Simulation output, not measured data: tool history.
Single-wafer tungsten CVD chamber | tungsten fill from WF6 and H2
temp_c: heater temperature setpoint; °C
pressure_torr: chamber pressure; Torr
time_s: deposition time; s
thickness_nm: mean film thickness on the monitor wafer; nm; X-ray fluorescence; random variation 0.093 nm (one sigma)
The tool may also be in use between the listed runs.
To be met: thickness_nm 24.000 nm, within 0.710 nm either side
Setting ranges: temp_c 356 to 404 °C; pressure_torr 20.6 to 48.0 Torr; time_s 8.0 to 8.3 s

run 1 hour=0.0 | temp_c=380 pressure_torr=34.3 time_s=8.3 | thickness_nm=18.335
run 2 hour=8.2 | temp_c=382 pressure_torr=34.4 time_s=8.3 | thickness_nm=19.100
run 3 hour=16.8 | temp_c=384 pressure_torr=34.5 time_s=8.3 | thickness_nm=19.665
run 4 hour=24.1 | temp_c=384 pressure_torr=37.8 time_s=8.3 | thickness_nm=20.713
run 5 hour=30.1 | temp_c=375 pressure_torr=37.8 time_s=8.3 | thickness_nm=17.661
run 6 hour=31.0 | temp_c=369 pressure_torr=37.8 time_s=8.3 | thickness_nm=15.818
run 7 hour=35.0 | temp_c=372 pressure_torr=38.0 time_s=8.3 | thickness_nm=16.787
run 8 hour=38.8 | temp_c=375 pressure_torr=38.2 time_s=8.3 | thickness_nm=17.752
run 9 hour=41.6 | temp_c=377 pressure_torr=38.3 time_s=8.3 | thickness_nm=18.423

4 next moves are on the table. One of them brings every result within its allowed miss. Which?
run A hour=44.4 | temp_c=373 pressure_torr=35.3 time_s=8.0 | thickness_nm=?
run B hour=44.4 | temp_c=367 pressure_torr=34.7 time_s=8.0 | thickness_nm=?
run C hour=44.4 | temp_c=397 pressure_torr=41.5 time_s=8.3 | thickness_nm=?
run D hour=44.4 | temp_c=386 pressure_torr=47.3 time_s=8.3 | thickness_nm=?

move=A thickness_nm=15.716
move=B thickness_nm=13.939
move=C thickness_nm=26.916
move=D thickness_nm=23.808
A: further off than the last run
B: further off than the last run
C: takes the biggest miss from the last run beyond its target
D: all results in spec
D is the move that brings every result within its allowed miss.
